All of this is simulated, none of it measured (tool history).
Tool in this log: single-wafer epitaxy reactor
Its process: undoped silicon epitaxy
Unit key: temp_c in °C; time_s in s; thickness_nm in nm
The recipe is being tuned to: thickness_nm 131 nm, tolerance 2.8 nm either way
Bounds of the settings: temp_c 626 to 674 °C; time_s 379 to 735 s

run  hour  temp_c  time_s  thickness_nm
  1     0     650     557        95.144
  2   3.6     654     558         103.3
  3  11.6     654     511        94.343
  4    15     658     512        102.05
  5  20.2     662     513         110.5
  6  21.3     657     513        100.59
  7  29.7     661     514        108.39
  8    31     672     517        134.02

4 candidate next runs follow, results not yet known. Just one meets every target within its allowed miss. Identify it.
  A  32.3     671     532             ?
  B  32.3     674     491             ?
  C  32.3     674     518             ?
  D  32.3     671     549             ?

move  thickness_nm
   A        135.25
   B         131.9
   C        139.16
   D        139.57
A: its largest miss is bigger than the last run's
B: hits every target within its allowed miss
C: its largest miss is bigger than the last run's
D: its largest miss is bigger than the last run's
The right move is B.

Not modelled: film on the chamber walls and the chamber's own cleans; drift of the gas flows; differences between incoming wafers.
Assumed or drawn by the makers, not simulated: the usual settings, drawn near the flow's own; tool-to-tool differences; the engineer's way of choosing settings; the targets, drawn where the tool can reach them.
